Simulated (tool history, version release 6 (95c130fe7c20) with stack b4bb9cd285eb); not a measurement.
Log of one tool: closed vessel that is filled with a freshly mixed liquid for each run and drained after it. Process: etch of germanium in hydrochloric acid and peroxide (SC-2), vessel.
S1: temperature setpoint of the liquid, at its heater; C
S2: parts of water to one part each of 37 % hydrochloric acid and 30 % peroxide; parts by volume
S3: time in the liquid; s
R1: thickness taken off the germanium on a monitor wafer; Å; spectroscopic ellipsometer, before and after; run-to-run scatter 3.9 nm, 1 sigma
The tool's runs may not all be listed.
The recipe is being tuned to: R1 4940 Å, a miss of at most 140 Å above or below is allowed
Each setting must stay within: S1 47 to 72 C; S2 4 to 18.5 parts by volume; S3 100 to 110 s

{"run": 1, "hour": 0.0, "S1": 63, "S2": 10.5, "S3": 100, "R1": 3704.5}
{"run": 2, "hour": 7.6, "S1": 57, "S2": 10.5, "S3": 100, "R1": 3135.6}
{"run": 3, "hour": 15.9, "S1": 57, "S2": 13.5, "S3": 100, "R1": 3047.6}
{"run": 4, "hour": 20.8, "S1": 57, "S2": 15, "S3": 100, "R1": 2981.3}
{"run": 5, "hour": 29.6, "S1": 61, "S2": 14, "S3": 100, "R1": 3369.8}
{"run": 6, "hour": 35.1, "S1": 64, "S2": 13, "S3": 100, "R1": 3736}
{"run": 7, "hour": 42.4, "S1": 66, "S2": 12.5, "S3": 100, "R1": 3997.8}
{"run": 8, "hour": 47.9, "S1": 67.5, "S2": 12, "S3": 100, "R1": 4230.3}
{"run": 9, "hour": 55.1, "S1": 68.5, "S2": 12, "S3": 100, "R1": 4285.5}
{"run": 10, "hour": 59.2, "S1": 72, "S2": 10, "S3": 105, "R1": 5116.9}

Which of these 4 next moves meets every target?
{"run": "A", "hour": 63.3, "S1": 72, "S2": 8, "S3": 110, "R1": "?"}
{"run": "B", "hour": 63.3, "S1": 72, "S2": 10.5, "S3": 110, "R1": "?"}
{"run": "C", "hour": 63.3, "S1": 71.5, "S2": 10.5, "S3": 105, "R1": "?"}
{"run": "D", "hour": 63.3, "S1": 72, "S2": 9, "S3": 110, "R1": "?"}

move=A R1=5490
move=B R1=5323
move=C R1=5012.6
move=D R1=5423.9
A: further off than the last run
B: further off than the last run
C: hits every target within its allowed miss
D: further off than the last run
Answer: C
